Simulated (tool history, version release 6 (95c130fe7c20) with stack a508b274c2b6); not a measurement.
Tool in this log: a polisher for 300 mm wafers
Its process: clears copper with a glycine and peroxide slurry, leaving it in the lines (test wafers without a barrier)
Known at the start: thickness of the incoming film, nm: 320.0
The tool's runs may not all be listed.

| run | hour | flow of slurry (ml/min) | pressure of the wafer on the pad (kPa) | speed of the pad under the wafer (m/s) | overpolish time after the end point (s) | time until the end point was called (s) | dishing of a wide line in a test structure (nm) |
|---|---|---|---|---|---|---|---|
| 1 | 0 | 270 | 12.4 | 0.9 | 15 | 80.168 | 38.55 |
| 2 | 1.8 | 270 | 12.4 | 0.9 | 11 | 81.887 | 29.581 |
| 3 | 3.4 | 265 | 13.1 | 0.9 | 13 | 78.758 | 34.622 |
| 4 | 8.5 | 255 | 14.5 | 0.9 | 14 | 74.431 | 39.74 |
| 5 | 11.6 | 185 | 14.5 | 0.9 | 14 | 76.682 | 38.397 |
| 6 | 16 | 190 | 15.9 | 0.9 | 15 | 72.696 | 42.119 |
| 7 | 17.3 | 195 | 16.5 | 0.9 | 16 | 69.241 | 45.052 |

What will run 8 give?
| 8 | 19.6 | 195 | 17.2 | 0.9 | 17 | ? | ? |

Run 8 produced time until the end point was called (s) 68.932, dishing of a wide line in a test structure (nm) 48.619.
